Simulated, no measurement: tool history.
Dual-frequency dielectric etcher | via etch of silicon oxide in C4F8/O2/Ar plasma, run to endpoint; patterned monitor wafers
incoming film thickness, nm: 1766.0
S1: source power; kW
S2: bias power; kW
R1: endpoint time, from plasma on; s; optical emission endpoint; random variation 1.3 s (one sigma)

{"run": 1, "hour": 0.0, "S1": 1.84, "S2": 2.083, "R1": 346.75}
{"run": 2, "hour": 3.6, "S1": 1.79, "S2": 2.074, "R1": 349.62}
{"run": 3, "hour": 8.7, "S1": 1.74, "S2": 2.065, "R1": 354.28}
{"run": 4, "hour": 12.8, "S1": 1.7, "S2": 2.058, "R1": 357}
{"run": 5, "hour": 15.2, "S1": 1.67, "S2": 2.051, "R1": 356.83}
{"run": 6, "hour": 22.6, "S1": 1.95, "S2": 2.051, "R1": 342.38}
{"run": 7, "hour": 25.9, "S1": 1.88, "S2": 2.034, "R1": 348.44}

Forecast run 8:
{"run": 8, "hour": 27.8, "S1": 1.82, "S2": 2.02, "R1": "?"}

Run 8 gave R1 352.4 s.
